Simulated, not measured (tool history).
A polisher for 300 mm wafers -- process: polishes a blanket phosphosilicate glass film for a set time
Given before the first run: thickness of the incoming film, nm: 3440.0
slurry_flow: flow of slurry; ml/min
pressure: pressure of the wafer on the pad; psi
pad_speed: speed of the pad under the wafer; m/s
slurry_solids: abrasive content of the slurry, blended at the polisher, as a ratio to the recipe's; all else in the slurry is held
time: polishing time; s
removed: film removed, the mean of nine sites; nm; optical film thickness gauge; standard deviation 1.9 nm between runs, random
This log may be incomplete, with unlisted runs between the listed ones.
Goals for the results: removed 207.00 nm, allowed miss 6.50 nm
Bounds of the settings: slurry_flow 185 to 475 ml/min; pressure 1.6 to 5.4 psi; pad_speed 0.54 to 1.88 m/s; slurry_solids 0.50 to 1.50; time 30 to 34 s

run	day	slurry_flow	pressure	pad_speed	slurry_solids	time	removed
1	0.000	305	3.5	1.20	1.00	34	373.46
2	0.125	305	4.1	1.20	1.00	34	441.11
3	0.496	305	3.8	1.18	1.00	34	410.21
4	0.612	305	3.5	1.16	1.00	34	372.51
5	0.746	375	3.5	1.16	1.00	34	376.85
6	0.912	375	3.3	1.14	1.00	34	350.73
7	0.971	375	3.1	1.12	1.00	34	323.24
8	1.083	375	2.9	1.12	1.00	34	304.49
9	1.279	375	2.8	1.12	1.00	34	295.45
10	1.567	375	2.7	1.12	1.00	34	289.63
11	1.604	375	2.6	1.12	1.00	34	273.56
12	1.804	370	2.5	1.12	1.00	34	264.60
13	2.033	365	2.4	1.12	1.00	34	250.28
# day 2.212: slurry nozzle cleaned
14	2.212	355	2.4	1.12	1.00	34	254.85
15	2.433	350	2.3	1.12	1.00	34	245.30
16	2.729	345	2.2	1.12	1.00	34	237.16
17	2.875	340	2.2	1.12	1.00	34	236.34
18	3.017	335	1.7	1.12	1.00	34	189.68
19	3.383	340	1.7	1.12	1.00	34	188.93
20	3.512	345	1.7	1.12	1.00	34	185.47
21	3.592	350	1.7	1.12	1.00	34	186.00

Below are 4 possible settings for the next run. Only one of them brings all results inside the allowed miss of their targets. Which is it?
A	3.671	370	2.0	1.36	0.85	34	?
B	3.671	310	1.8	1.08	1.00	32	?
C	3.671	390	1.8	1.52	0.65	32	?
D	3.671	380	2.5	0.86	0.95	33	?

move	removed
A	223.92
B	176.87
C	157.72
D	203.85
A: takes the result that was furthest off past its target
B: moves away from the targets compared with the last run
C: moves away from the targets compared with the last run
D: in spec on every target
The move that meets every target is D.
